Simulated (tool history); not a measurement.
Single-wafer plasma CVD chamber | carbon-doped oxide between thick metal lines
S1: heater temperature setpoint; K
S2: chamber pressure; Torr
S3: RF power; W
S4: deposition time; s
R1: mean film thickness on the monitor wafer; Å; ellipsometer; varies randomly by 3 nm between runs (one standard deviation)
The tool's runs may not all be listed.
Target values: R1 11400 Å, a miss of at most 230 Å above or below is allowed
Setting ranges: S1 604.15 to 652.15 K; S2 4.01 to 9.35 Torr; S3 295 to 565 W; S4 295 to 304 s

{"run": 1, "hour": 0.0, "S1": 628.15, "S2": 6.68, "S3": 430, "S4": 295, "R1": 13052}
{"run": 2, "hour": 1.0, "S1": 628.15, "S2": 6.68, "S3": 430, "S4": 295, "R1": 12953}
{"run": 3, "hour": 3.1, "S1": 630.15, "S2": 6.49, "S3": 415, "S4": 295, "R1": 12461}
{"run": 4, "hour": 11.1, "S1": 639.15, "S2": 6.49, "S3": 415, "S4": 295, "R1": 12233}
{"run": 5, "hour": 13.1, "S1": 639.15, "S2": 6.49, "S3": 415, "S4": 304, "R1": 12573}
{"run": 6, "hour": 21.7, "S1": 640.15, "S2": 6.3, "S3": 405, "S4": 304, "R1": 12219}
{"run": 7, "hour": 22.9, "S1": 641.15, "S2": 6.07, "S3": 400, "S4": 304, "R1": 11934}
{"run": 8, "hour": 30.5, "S1": 642.15, "S2": 5.92, "S3": 400, "S4": 304, "R1": 11900}
{"run": 9, "hour": 34.0, "S1": 643.15, "S2": 5.78, "S3": 400, "S4": 304, "R1": 11855}
{"run": 10, "hour": 40.0, "S1": 644.15, "S2": 5.65, "S3": 400, "S4": 304, "R1": 11754}
{"run": 11, "hour": 45.5, "S1": 645.15, "S2": 5.55, "S3": 400, "S4": 304, "R1": 11728}
{"run": 12, "hour": 53.5, "S1": 646.15, "S2": 5.46, "S3": 400, "S4": 304, "R1": 11636}

Exactly one of the 5 candidate moves below puts every result within its allowed miss. Which one?
{"run": "A", "hour": 61.5, "S1": 647.15, "S2": 4.7, "S3": 430, "S4": 304, "R1": "?"}
{"run": "B", "hour": 61.5, "S1": 644.15, "S2": 5.61, "S3": 405, "S4": 304, "R1": "?"}
{"run": "C", "hour": 61.5, "S1": 646.15, "S2": 5.35, "S3": 410, "S4": 295, "R1": "?"}
{"run": "D", "hour": 61.5, "S1": 639.15, "S2": 5.77, "S3": 400, "S4": 304, "R1": "?"}
{"run": "E", "hour": 61.5, "S1": 651.15, "S2": 5.06, "S3": 425, "S4": 301, "R1": "?"}

move=A R1=12004
move=B R1=11879
move=C R1=11492
move=D R1=11951
move=E R1=11839
A: lands further from the targets than the last run did
B: lands further from the targets than the last run did
C: each result inside its tolerance
D: lands further from the targets than the last run did
E: lands further from the targets than the last run did
C is the move that brings every result within its allowed miss.
